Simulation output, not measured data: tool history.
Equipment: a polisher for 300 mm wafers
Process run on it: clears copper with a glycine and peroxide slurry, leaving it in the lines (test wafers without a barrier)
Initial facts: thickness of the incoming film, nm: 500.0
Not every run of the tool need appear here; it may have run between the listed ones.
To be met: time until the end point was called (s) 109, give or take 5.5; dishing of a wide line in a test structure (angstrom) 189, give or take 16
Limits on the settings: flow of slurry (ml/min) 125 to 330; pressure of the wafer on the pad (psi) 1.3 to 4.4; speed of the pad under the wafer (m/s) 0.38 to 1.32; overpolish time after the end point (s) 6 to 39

| run | day | flow of slurry (ml/min) | pressure of the wafer on the pad (psi) | speed of the pad under the wafer (m/s) | overpolish time after the end point (s) | time until the end point was called (s) | dishing of a wide line in a test structure (angstrom) |
|---|---|---|---|---|---|---|---|
| 1 | 0 | 210 | 2.8 | 0.84 | 20 | 86.578 | 641.38 |
| 2 | 0.329 | 210 | 2.8 | 0.84 | 25 | 86.01 | 837.22 |
| 3 | 0.621 | 210 | 2.8 | 0.62 | 25 | 109.78 | 643.08 |
| 4 | 0.762 | 255 | 2.8 | 0.62 | 25 | 108.92 | 697.45 |
| 5 | 0.875 | 240 | 2.9 | 0.6 | 23 | 108.31 | 645.69 |
| 6 | 0.929 | 225 | 2.7 | 0.64 | 21 | 108.87 | 592.94 |
| 7 | 1.288 | 285 | 1.9 | 0.88 | 11 | 109.26 | 314.54 |
| 8 | 1.667 | 285 | 1.9 | 0.88 | 11 | 108.19 | 330.45 |
| 9 | 1.692 | 290 | 1.8 | 0.9 | 10 | 111.45 | 301.52 |

Which single option among these 5 for the next run brings every result within its allowed miss of target? Just one does.
| A | 1.717 | 280 | 1.9 | 0.76 | 18 | ? | ? |
| B | 1.717 | 300 | 1.4 | 1.22 | 6 | ? | ? |
| C | 1.717 | 290 | 2.1 | 0.96 | 6 | ? | ? |
| D | 1.717 | 285 | 1.9 | 0.88 | 28 | ? | ? |
| E | 1.717 | 285 | 2 | 1 | 6 | ? | ? |

| move | time until the end point was called (s) | dishing of a wide line in a test structure (angstrom) |
|---|---|---|
| A | 123.4 | 469.92 |
| B | 108.56 | 193.51 |
| C | 96.028 | 219.39 |
| D | 110.79 | 723.98 |
| E | 96.775 | 217.49 |
A: its largest miss is bigger than the last run's
B: meets every target
C: closer than the last run, but not yet in spec
D: its largest miss is bigger than the last run's
E: closer than the last run, but not yet in spec
Answer: B

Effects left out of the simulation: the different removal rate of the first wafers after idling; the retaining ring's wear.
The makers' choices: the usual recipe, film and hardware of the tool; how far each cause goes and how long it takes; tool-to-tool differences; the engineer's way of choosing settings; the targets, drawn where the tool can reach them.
